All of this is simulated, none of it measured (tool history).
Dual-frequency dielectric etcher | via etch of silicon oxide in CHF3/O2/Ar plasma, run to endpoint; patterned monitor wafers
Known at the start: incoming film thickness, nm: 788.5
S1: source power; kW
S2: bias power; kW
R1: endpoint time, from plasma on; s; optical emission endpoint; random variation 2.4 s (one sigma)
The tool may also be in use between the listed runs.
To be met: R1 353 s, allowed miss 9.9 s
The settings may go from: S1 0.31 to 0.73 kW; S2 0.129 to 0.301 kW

run 1 day=0 | S1=0.52 S2=0.215 | R1=411.19
run 2 day=0.158 | S1=0.6 S2=0.215 | R1=391.75
run 3 day=0.329 | S1=0.61 S2=0.218 | R1=391.01
run 4 day=0.571 | S1=0.61 S2=0.188 | R1=408.61
run 5 day=0.633 | S1=0.62 S2=0.193 | R1=401.5
run 6 day=0.754 | S1=0.62 S2=0.211 | R1=390.79
run 7 day=1.104 | S1=0.63 S2=0.214 | R1=387.27
run 8 day=1.312 | S1=0.64 S2=0.217 | R1=380.57
run 9 day=1.496 | S1=0.64 S2=0.217 | R1=384.32
run 10 day=1.6 | S1=0.65 S2=0.22 | R1=373.56
run 11 day=1.912 | S1=0.66 S2=0.221 | R1=379

5 next moves are on the table. One of them brings every result within its allowed miss. Which?
run A day=2.225 | S1=0.67 S2=0.266 | R1=?
run B day=2.225 | S1=0.68 S2=0.203 | R1=?
run C day=2.225 | S1=0.56 S2=0.169 | R1=?
run D day=2.225 | S1=0.73 S2=0.191 | R1=?
run E day=2.225 | S1=0.69 S2=0.212 | R1=?

move=A R1=353.12
move=B R1=383.62
move=C R1=438.46
move=D R1=380.31
move=E R1=376.19
A: meets every target
B: further off than the last run
C: further off than the last run
D: further off than the last run
E: nearer than the last run, and not there yet
The right move is A.
